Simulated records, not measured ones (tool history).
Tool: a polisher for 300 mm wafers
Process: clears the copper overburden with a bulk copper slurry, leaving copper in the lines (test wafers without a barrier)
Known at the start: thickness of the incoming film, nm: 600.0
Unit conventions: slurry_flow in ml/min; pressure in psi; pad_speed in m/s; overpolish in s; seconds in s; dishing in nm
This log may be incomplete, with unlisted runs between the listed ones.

run    day  slurry_flow  pressure  pad_speed  slurry_solids  overpolish  seconds  dishing
  1      0          215         2       1.04              1           9   104.63   38.053
  2  0.033          215         2       1.04              1           7   108.06   30.222
  3  0.133          190         2       1.04              1           7   105.98   29.728
  4  0.262          190       2.4       1.04              1           7    93.06   34.346
  5  0.404          190       2.4       1.04           0.85           7    96.43   35.509
  6   0.65          190       2.4       1.14           0.85           7   85.312   37.277
  7  0.717          190       2.2       1.12           0.85           7   95.069   34.478
  8  1.012          190       2.1        1.1           0.85           7   102.23    31.08
  9  1.279          190         2       1.08           0.85           7   107.14   30.673
 10  1.608          190       1.9       1.06           0.85           7   118.86   28.046
 11  1.862          190       1.8       1.06           0.85           7    122.3   26.412

For run 12, what comes out?
 12  2.121          190       1.8       1.04           0.85           7        ?        ?

For run 12 the tool returned seconds 124.15 s, dishing 26.777 nm.

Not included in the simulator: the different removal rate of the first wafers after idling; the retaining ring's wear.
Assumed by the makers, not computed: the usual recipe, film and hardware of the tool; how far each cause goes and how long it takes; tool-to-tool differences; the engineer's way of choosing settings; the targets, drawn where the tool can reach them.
